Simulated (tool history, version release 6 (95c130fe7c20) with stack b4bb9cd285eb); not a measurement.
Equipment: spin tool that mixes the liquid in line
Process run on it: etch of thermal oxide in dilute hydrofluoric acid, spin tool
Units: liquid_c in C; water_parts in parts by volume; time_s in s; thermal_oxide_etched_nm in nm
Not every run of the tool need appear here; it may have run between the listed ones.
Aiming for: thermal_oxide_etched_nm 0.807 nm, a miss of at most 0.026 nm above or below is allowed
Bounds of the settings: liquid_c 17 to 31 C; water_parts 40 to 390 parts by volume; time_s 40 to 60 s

run,hour,liquid_c,water_parts,time_s,thermal_oxide_etched_nm
1,0,23,215,60,1.0465
2,1.9,24.5,215,60,1.1032
3,9.9,22.5,215,60,1.0133
4,15.1,22,215,60,0.99385
5,17.4,22,190,60,1.1636
6,21.1,21.5,195,60,1.1117
7,28.5,21,200,60,1.045
8,29.7,20.5,205,60,0.9992
9,30.5,20,205,60,0.9811

4 candidate next runs follow, results not yet known. Just one meets every target within its allowed miss. Identify it.
A,31.3,20,155,60,?
B,31.3,19,175,40,?
C,31.3,18,175,40,?
D,31.3,19,235,60,?

move,thermal_oxide_etched_nm
A,1.3714
B,0.76228
C,0.73268
D,0.80227
A: its largest miss is bigger than the last run's
B: takes the result that was furthest off past its target
C: takes the result that was furthest off past its target
D: every result lands within tolerance
Correct choice: D, which meets every target
